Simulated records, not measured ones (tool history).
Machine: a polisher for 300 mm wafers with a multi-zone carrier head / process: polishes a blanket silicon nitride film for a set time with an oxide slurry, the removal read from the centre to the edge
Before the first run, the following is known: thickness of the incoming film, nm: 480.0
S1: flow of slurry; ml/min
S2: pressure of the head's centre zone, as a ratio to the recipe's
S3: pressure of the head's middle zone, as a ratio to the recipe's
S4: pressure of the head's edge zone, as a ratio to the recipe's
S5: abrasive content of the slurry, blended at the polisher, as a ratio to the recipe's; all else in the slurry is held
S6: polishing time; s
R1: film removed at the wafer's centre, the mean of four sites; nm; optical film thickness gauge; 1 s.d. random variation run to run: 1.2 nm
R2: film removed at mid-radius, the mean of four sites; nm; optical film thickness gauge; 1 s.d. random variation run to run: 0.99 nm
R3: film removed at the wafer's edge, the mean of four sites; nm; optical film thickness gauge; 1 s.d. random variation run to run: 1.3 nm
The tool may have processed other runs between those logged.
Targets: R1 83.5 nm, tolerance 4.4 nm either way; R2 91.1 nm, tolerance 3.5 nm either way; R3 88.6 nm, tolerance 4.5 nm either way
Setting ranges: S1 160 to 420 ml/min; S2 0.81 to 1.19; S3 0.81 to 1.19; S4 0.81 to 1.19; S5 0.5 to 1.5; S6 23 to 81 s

| run | hour | S1 | S2 | S3 | S4 | S5 | S6 | R1 | R2 | R3 |
|---|---|---|---|---|---|---|---|---|---|---|
| 1 | 0 | 270 | 1 | 1 | 1 | 1 | 52 | 56.928 | 56.272 | 56.722 |
| 2 | 1.5 | 270 | 1 | 1.03 | 1.03 | 1.15 | 55 | 67.213 | 67.319 | 66.32 |
| 3 | 7.5 | 270 | 1 | 1.08 | 1.03 | 1.15 | 55 | 66.864 | 67.461 | 65.219 |
| 4 | 15.4 | 270 | 1 | 1.08 | 1.03 | 1.3 | 55 | 70.857 | 71.809 | 69.478 |
| 5 | 18.5 | 270 | 1.06 | 1.08 | 1.03 | 1.3 | 55 | 76.202 | 71.547 | 72.12 |
| 6 | 27.2 | 270 | 1.06 | 1.08 | 1.03 | 1.2 | 55 | 71.485 | 69.197 | 67.137 |
| 7 | 32 | 270 | 1.02 | 1.1 | 1.07 | 1.3 | 57 | 74.709 | 77.107 | 73.574 |
| 8 | 33 | 270 | 1.02 | 1.1 | 1.07 | 1.3 | 57 | 75.362 | 74.653 | 73.494 |
| 9 | 41.4 | 270 | 1.02 | 1.1 | 1.07 | 1.3 | 57 | 76.203 | 76.167 | 71.747 |
| 10 | 47.4 | 270 | 0.98 | 1.08 | 1.05 | 1.35 | 59 | 76.079 | 79.245 | 76.409 |
| 11 | 54.5 | 270 | 0.96 | 1.08 | 1.06 | 1.4 | 60 | 77.106 | 81.622 | 78.921 |
| 12 | 55.1 | 270 | 0.95 | 1.08 | 1.07 | 1.45 | 61 | 78.853 | 83.128 | 81.396 |

Which one of the following 5 next-run settings gets every result inside its allowed miss? There is exactly one.
| A | 55.7 | 250 | 0.92 | 1.19 | 1.05 | 1.45 | 67 | ? | ? | ? |
| B | 55.7 | 255 | 0.93 | 1.1 | 1.04 | 1.2 | 72 | ? | ? | ? |
| C | 55.7 | 175 | 1.09 | 1.19 | 0.99 | 1.2 | 78 | ? | ? | ? |
| D | 55.7 | 360 | 1.06 | 1.09 | 1.07 | 1.5 | 62 | ? | ? | ? |
| E | 55.7 | 315 | 0.99 | 1.13 | 0.91 | 1.5 | 67 | ? | ? | ? |

| move | R1 | R2 | R3 |
|---|---|---|---|
| A | 83.828 | 95.476 | 90.444 |
| B | 83.265 | 89.692 | 88.631 |
| C | 97.9 | 95.704 | 90.058 |
| D | 93.72 | 88.436 | 88.139 |
| E | 93.727 | 96.434 | 88.771 |
A: moves the result that the last run missed by most past its target, out the other side
B: all results land within tolerance of their targets
C: moves the result that the last run missed by most past its target, out the other side
D: the furthest-off result lands on target, but another misses its tolerance
E: moves the result that the last run missed by most past its target, out the other side
B meets every target.
